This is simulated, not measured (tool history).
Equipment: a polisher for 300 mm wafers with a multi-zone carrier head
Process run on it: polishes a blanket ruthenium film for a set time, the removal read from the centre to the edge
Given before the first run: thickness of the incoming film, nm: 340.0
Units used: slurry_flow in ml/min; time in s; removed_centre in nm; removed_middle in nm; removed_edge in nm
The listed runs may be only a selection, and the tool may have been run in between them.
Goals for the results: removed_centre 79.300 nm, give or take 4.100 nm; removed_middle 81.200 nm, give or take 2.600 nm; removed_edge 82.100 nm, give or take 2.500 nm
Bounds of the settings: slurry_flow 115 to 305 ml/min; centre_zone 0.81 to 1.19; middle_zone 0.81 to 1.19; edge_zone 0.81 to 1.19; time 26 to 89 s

run,hour,slurry_flow,centre_zone,middle_zone,edge_zone,time,removed_centre,removed_middle,removed_edge
1,0.0,195,1.00,1.00,1.00,57,94.151,94.605,94.252
2,7.3,195,1.00,0.96,1.00,57,93.914,91.257,95.174
3,13.1,195,1.05,0.96,1.00,57,100.700,90.489,94.876
4,21.5,180,1.01,0.95,0.96,56,90.698,86.319,91.905
5,22.3,175,1.00,0.96,0.94,54,87.307,84.219,86.694
6,28.1,175,1.07,0.96,0.94,54,91.260,84.898,85.660
7,29.9,160,1.04,0.96,0.93,54,87.332,82.198,85.314
8,38.9,150,1.02,0.97,0.92,54,85.245,82.326,83.575

Consider the 5 candidate settings below. Which is the only one whose results all fall within their allowed miss of target?
A,47.9,185,0.99,0.99,0.98,50,?,?,?
B,47.9,120,0.83,0.84,0.97,58,?,?,?
C,47.9,120,0.97,0.85,0.95,57,?,?,?
D,47.9,140,0.96,0.96,0.98,55,?,?,?
E,47.9,115,0.86,0.94,0.98,59,?,?,?

move,removed_centre,removed_middle,removed_edge
A,80.678,80.424,82.678
B,69.981,73.765,89.089
C,80.488,73.148,86.681
D,80.624,81.391,87.261
E,72.752,81.287,90.140
A: all results land within tolerance of their targets
B: carries the result that was furthest off beyond its target, to the other side
C: brings the last run's worst result on target, with another outside its allowed miss
D: brings the last run's worst result on target, with another outside its allowed miss
E: carries the result that was furthest off beyond its target, to the other side
A meets every target.
